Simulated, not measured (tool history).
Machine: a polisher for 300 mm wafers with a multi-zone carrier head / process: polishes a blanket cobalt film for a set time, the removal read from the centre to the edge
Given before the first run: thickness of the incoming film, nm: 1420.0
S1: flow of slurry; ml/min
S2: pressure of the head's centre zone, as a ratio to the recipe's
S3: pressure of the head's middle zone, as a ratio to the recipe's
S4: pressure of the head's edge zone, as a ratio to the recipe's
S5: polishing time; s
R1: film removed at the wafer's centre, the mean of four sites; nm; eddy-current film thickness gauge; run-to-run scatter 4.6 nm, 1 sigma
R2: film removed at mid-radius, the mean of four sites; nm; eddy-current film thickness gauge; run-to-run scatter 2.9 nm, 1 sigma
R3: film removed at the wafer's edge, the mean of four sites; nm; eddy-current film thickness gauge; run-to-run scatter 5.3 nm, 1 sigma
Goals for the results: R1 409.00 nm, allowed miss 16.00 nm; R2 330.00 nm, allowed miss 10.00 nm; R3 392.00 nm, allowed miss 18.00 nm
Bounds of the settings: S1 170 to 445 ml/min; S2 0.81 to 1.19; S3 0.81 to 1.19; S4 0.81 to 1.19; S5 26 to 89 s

run 1 hour=0.0 | S1=285 S2=1.00 S3=1.00 S4=1.00 S5=57 | R1=266.11 R2=270.82 R3=269.32
run 2 hour=5.6 | S1=285 S2=1.03 S3=0.98 S4=1.03 S5=60 | R1=294.16 R2=281.32 R3=294.40
run 3 hour=12.8 | S1=285 S2=1.11 S3=0.98 S4=1.03 S5=60 | R1=309.09 R2=280.04 R3=286.91
run 4 hour=18.5 | S1=285 S2=1.11 S3=0.98 S4=1.08 S5=60 | R1=309.08 R2=280.15 R3=297.12
run 5 hour=25.3 | S1=290 S2=1.12 S3=0.97 S4=1.10 S5=62 | R1=329.95 R2=290.73 R3=311.26
run 6 hour=34.3 | S1=290 S2=1.12 S3=1.06 S4=1.10 S5=62 | R1=324.29 R2=313.18 R3=316.21
run 7 hour=36.1 | S1=290 S2=1.13 S3=1.03 S4=1.12 S5=64 | R1=330.34 R2=317.45 R3=327.88
run 8 hour=38.1 | S1=295 S2=1.14 S3=1.00 S4=1.13 S5=66 | R1=351.42 R2=314.31 R3=334.95

4 candidate next runs follow, results not yet known. Just one meets every target within its allowed miss. Identify it.
run A hour=40.1 | S1=410 S2=1.07 S3=0.88 S4=1.13 S5=69 | R1=? R2=? R3=?
run B hour=40.1 | S1=220 S2=0.84 S3=0.84 S4=1.19 S5=77 | R1=? R2=? R3=?
run C hour=40.1 | S1=265 S2=0.91 S3=0.82 S4=1.19 S5=72 | R1=? R2=? R3=?
run D hour=40.1 | S1=270 S2=1.17 S3=0.91 S4=1.19 S5=75 | R1=? R2=? R3=?

move=A R1=369.33 R2=306.66 R3=357.26
move=B R1=310.74 R2=308.07 R3=389.15
move=C R1=319.87 R2=289.70 R3=371.06
move=D R1=415.63 R2=329.16 R3=386.72
A: gains on the last run, yet a result remains outside its allowed miss
B: moves away from the targets compared with the last run
C: moves away from the targets compared with the last run
D: meets every target
Move D is the one to make.
